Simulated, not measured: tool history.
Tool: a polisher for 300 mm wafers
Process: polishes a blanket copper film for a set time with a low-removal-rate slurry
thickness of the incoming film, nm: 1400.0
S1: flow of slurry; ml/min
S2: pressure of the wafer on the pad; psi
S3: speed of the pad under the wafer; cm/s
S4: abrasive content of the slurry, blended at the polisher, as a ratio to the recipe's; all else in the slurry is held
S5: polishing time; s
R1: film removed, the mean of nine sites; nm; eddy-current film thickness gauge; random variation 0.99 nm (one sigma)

Run 1, hour 0: S1 245 ml/min, S2 2.2 psi, S3 90 cm/s, S4 1, S5 44 s. Result: R1 99.086 nm.
Run 2, hour 4: S1 295 ml/min, S2 2.2 psi, S3 90 cm/s, S4 1, S5 44 s. Result: R1 101.75 nm.
Run 3, hour 8.7: S1 295 ml/min, S2 2 psi, S3 90 cm/s, S4 1, S5 44 s. Result: R1 94.243 nm.
Run 4, hour 17.1: S1 250 ml/min, S2 2 psi, S3 90 cm/s, S4 1, S5 44 s. Result: R1 91.16 nm.
Run 5, hour 18.7: S1 250 ml/min, S2 2 psi, S3 90 cm/s, S4 1, S5 44 s. Result: R1 92.483 nm.
Run 6, hour 27.6: S1 250 ml/min, S2 1.8 psi, S3 90 cm/s, S4 1, S5 44 s. Result: R1 81.768 nm.

Run 7 comes next. What will it give?
Run 7, hour 34.7: S1 250 ml/min, S2 1.7 psi, S3 90 cm/s, S4 1, S5 44 s. Result: R1 ?.

Run 7 gave R1 79.002 nm.

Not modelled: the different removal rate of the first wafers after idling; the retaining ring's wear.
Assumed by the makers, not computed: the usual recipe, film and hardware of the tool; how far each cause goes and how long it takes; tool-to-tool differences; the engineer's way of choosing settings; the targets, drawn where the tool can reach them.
